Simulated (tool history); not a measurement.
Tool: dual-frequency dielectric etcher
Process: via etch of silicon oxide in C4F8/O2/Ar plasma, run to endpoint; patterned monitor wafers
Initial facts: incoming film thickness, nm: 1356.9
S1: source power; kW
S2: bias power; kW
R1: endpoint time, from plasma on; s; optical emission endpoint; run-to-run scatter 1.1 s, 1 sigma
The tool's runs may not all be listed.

Run 1, hour 0: S1 1.58 kW, S2 1.49 kW. Result: R1 315.88 s.
Run 2, hour 3.6: S1 1.58 kW, S2 1.653 kW. Result: R1 308.31 s.
Run 3, hour 5.9: S1 1.41 kW, S2 1.653 kW. Result: R1 323.26 s.
Run 4, hour 11.5: S1 1.34 kW, S2 1.642 kW. Result: R1 327.74 s.
Run 5, hour 13.3: S1 1.55 kW, S2 1.642 kW. Result: R1 311.87 s.
Run 6, hour 17.6: S1 1.55 kW, S2 1.758 kW. Result: R1 304.79 s.
Run 7, hour 19.9: S1 1.43 kW, S2 1.739 kW. Result: R1 314.89 s.
Run 8, hour 27: S1 1.34 kW, S2 1.72 kW. Result: R1 325.18 s.
Run 9, hour 32.1: S1 1.34 kW, S2 1.72 kW. Result: R1 324.53 s.

Run 10 is up next; what results do you expect?
Run 10, hour 36.7: S1 1.27 kW, S2 1.708 kW. Result: R1 ?.

{"run 10": {"R1": 333.56}}
